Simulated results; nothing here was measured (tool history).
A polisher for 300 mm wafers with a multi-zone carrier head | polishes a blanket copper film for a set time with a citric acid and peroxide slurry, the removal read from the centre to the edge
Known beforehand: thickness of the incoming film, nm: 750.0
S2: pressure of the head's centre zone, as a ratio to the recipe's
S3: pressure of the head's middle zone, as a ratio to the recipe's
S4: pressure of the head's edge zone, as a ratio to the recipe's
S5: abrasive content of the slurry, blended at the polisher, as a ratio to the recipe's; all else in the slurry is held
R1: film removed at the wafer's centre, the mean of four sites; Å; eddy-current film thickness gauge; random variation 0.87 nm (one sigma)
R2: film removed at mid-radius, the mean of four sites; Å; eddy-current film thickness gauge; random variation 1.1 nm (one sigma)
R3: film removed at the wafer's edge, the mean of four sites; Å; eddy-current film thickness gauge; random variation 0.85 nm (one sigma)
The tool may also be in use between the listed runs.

Run 1, hour 0.0: flow of slurry (ml/min) 180, S2 1.00, S3 1.00, S4 1.00, S5 1.0, polishing time (s) 37. Result: R1 637.89 Å, R2 701.18 Å, R3 730.64 Å.
Run 2, hour 4.3: flow of slurry (ml/min) 225, S2 1.00, S3 1.00, S4 1.00, S5 1.0, polishing time (s) 37. Result: R1 659.29 Å, R2 719.08 Å, R3 754.69 Å.
Run 3, hour 9.9: flow of slurry (ml/min) 225, S2 1.00, S3 1.00, S4 1.00, S5 1.0, polishing time (s) 31. Result: R1 543.18 Å, R2 619.37 Å, R3 631.83 Å.
Run 4, hour 18.1: flow of slurry (ml/min) 230, S2 1.03, S3 0.99, S4 1.03, S5 1.1, polishing time (s) 32. Result: R1 587.31 Å, R2 661.83 Å, R3 661.32 Å.
Run 5, hour 25.0: flow of slurry (ml/min) 225, S2 1.04, S3 0.95, S4 1.03, S5 1.1, polishing time (s) 34. Result: R1 643.27 Å, R2 646.89 Å, R3 710.62 Å.
Run 6, hour 30.9: flow of slurry (ml/min) 225, S2 1.04, S3 0.95, S4 1.03, S5 0.9, polishing time (s) 34. Result: R1 612.81 Å, R2 635.84 Å, R3 669.77 Å.
At hour 38.8: centre zone pressure recalibrated.
Run 7, hour 38.8: flow of slurry (ml/min) 225, S2 1.05, S3 0.94, S4 1.04, S5 1.0, polishing time (s) 35. Result: R1 730.22 Å, R2 659.09 Å, R3 711.42 Å.

What will run 8 give?
Run 8, hour 42.2: flow of slurry (ml/min) 230, S2 1.04, S3 0.94, S4 1.07, S5 1.1, polishing time (s) 35. Result: R1 ?, R2 ?, R3 ?.

{"run 8": {"R1": 744.81, "R2": 668.93, "R3": 748.93}}
